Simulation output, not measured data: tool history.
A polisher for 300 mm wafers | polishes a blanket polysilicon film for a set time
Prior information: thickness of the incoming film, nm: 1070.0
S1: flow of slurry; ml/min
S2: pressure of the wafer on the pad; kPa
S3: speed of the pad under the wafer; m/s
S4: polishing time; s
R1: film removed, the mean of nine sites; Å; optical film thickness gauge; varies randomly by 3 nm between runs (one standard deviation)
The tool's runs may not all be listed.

run  hour   S1    S2    S3  S4      R1
  1     0  255  22.1  0.76  28  1680.5
  2   8.8  255  24.1  0.76  28    1827
  3  11.5  255  24.1  0.84  28  1979.8
  4  12.8  255  25.5  0.84  28  2093.9
  5  19.7  255  25.5  0.84  25  1871.1
  6  21.4  220  25.5  0.84  25  1880.1
  7  28.8  220  26.9  0.84  25    1914

The next listed run, before its measurement:
  8  35.7  235  28.3  0.84  25   ?

Run 8 gave R1 1992.5 Å.
